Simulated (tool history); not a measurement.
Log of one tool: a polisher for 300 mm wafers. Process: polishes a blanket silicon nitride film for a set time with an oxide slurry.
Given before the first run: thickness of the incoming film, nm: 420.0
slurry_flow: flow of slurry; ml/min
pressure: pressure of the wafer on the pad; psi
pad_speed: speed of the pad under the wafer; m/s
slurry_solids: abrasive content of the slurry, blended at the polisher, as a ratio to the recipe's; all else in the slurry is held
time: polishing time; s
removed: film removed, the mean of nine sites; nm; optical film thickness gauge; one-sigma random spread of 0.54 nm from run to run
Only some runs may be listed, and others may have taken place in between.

run,hour,slurry_flow,pressure,pad_speed,slurry_solids,time,removed
1,0,250,4.7,1.1,1,63,67.854
2,7.1,280,4.7,1.1,1,63,68.322
3,11.9,280,4.7,1.1,1,63,68.675
4,17,280,3.9,1.1,1,63,58.492
5,25.2,280,2.9,1.1,1,63,44.61
6,29.7,280,2.9,0.82,1,63,35.633
7,30.3,280,3.1,0.82,1,63,37.172
8,34.6,280,3.3,0.82,1,63,40.47
9,42.5,285,3.4,0.82,1,63,40.533
10,49.2,285,3.5,0.82,1,63,42.079
11,55.2,290,3.6,0.82,1,63,42.215

What does the tool deliver on the next run?
12,60.2,290,3.7,0.82,1,63,?

removed: 43.77 nm

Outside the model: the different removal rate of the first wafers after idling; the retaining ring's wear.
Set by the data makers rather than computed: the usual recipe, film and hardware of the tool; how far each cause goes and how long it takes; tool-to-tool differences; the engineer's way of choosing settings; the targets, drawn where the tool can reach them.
